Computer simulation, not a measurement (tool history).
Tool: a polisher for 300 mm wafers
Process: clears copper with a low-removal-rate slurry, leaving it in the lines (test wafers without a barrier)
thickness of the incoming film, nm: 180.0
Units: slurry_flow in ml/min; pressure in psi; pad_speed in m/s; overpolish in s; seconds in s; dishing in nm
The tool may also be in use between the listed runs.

| run | hour | slurry_flow | pressure | pad_speed | slurry_solids | overpolish | seconds | dishing |
|---|---|---|---|---|---|---|---|---|
| 1 | 0 | 200 | 2.4 | 0.84 | 1 | 9 | 118.76 | 11.303 |
| 2 | 0.7 | 200 | 2.4 | 0.84 | 1 | 8 | 117.6 | 10.389 |
| 3 | 3.2 | 220 | 2.4 | 0.84 | 1 | 8 | 114.98 | 10.102 |
| 4 | 12.1 | 230 | 2.4 | 0.84 | 1 | 7 | 115.33 | 9.4332 |
| 5 | 19.2 | 240 | 2.4 | 0.84 | 1 | 7 | 115.85 | 9.1889 |
| 6 | 21.2 | 240 | 2.4 | 0.84 | 1 | 9 | 116.55 | 11.762 |
| 7 | 25.2 | 225 | 2.4 | 0.84 | 1 | 8 | 116.22 | 10.472 |
| 8 | 33.1 | 210 | 2.4 | 0.84 | 1 | 7 | 116.4 | 9.1898 |
| 9 | 42.1 | 200 | 2.4 | 0.84 | 1 | 7 | 117.29 | 9.1655 |
| 10 | 48.9 | 190 | 2.4 | 0.84 | 1 | 7 | 117.16 | 8.811 |
|  | 52.3 | head pressure recalibrated |
| 11 | 52.3 | 180 | 2.4 | 0.84 | 1 | 7 | 110.39 | 9.6012 |
| 12 | 56.9 | 175 | 2.4 | 0.84 | 1 | 7 | 109.89 | 9.4756 |

Run 13 comes next. What will it give?
| 13 | 65 | 170 | 2.4 | 0.84 | 1 | 7 | ? | ? |

seconds: 110.43 s
dishing: 9.5183 nm

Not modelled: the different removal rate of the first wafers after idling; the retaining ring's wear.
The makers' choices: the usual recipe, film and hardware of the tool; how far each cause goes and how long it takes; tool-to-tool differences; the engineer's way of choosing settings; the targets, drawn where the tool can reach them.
